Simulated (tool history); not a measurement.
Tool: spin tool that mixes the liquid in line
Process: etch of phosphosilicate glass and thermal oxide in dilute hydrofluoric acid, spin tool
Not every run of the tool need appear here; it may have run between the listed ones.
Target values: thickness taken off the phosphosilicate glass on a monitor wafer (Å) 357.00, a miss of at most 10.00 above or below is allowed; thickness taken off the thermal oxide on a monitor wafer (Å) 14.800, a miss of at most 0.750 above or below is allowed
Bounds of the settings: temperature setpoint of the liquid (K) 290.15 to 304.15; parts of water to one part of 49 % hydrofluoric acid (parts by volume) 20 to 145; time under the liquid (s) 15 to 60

run  hour  temperature setpoint of the liquid (K)  parts of water to one part of 49 % hydrofluoric acid (parts by volume)  time under the liquid (s)  thickness taken off the phosphosilicate glass on a monitor wafer (Å)  thickness taken off the thermal oxide on a monitor wafer (Å)
  1   0.0                                  296.15                                                                      80                         30                                                                425.20                                                        18.381
  2   0.7                                  297.65                                                                      80                         30                                                                454.94                                                        18.852
  3   9.4                                  297.65                                                                      80                         20                                                                305.06                                                        12.786
  4  16.7                                  298.15                                                                      80                         20                                                                308.34                                                        12.916
  5  20.8                                  298.65                                                                      80                         20                                                                315.55                                                        13.356
  6  23.2                                  298.65                                                                      80                         30                                                                472.15                                                        20.187
  7  29.7                                  296.65                                                                      80                         30                                                                437.70                                                        18.399
  8  32.7                                  295.15                                                                      80                         30                                                                409.03                                                        16.779
  9  40.9                                  294.65                                                                      80                         30                                                                407.43                                                        16.666
 10  47.5                                  294.15                                                                      80                         30                                                                398.46                                                        16.338
 11  51.8                                  293.65                                                                      80                         30                                                                390.96                                                        16.083
 12  55.1                                  293.15                                                                      80                         30                                                                379.91                                                        15.807
 13  63.6                                  292.65                                                                      80                         30                                                                376.33                                                        15.770

Which of these 4 next moves meets every target?
  A  72.1                                  297.15                                                                     145                         50                                                                     ?                                                             ?
  B  72.1                                  294.15                                                                     115                         45                                                                     ?                                                             ?
  C  72.1                                  294.15                                                                      75                         25                                                                     ?                                                             ?
  D  72.1                                  292.65                                                                     130                         55                                                                     ?                                                             ?

move  thickness taken off the phosphosilicate glass on a monitor wafer (Å)  thickness taken off the thermal oxide on a monitor wafer (Å)
   A                                                                377.90                                                        15.787
   B                                                                394.29                                                        16.472
   C                                                                351.72                                                        14.694
   D                                                                394.75                                                        16.491
A: further off than the last run
B: further off than the last run
C: each result inside its tolerance
D: further off than the last run
Go with C: it meets all targets.
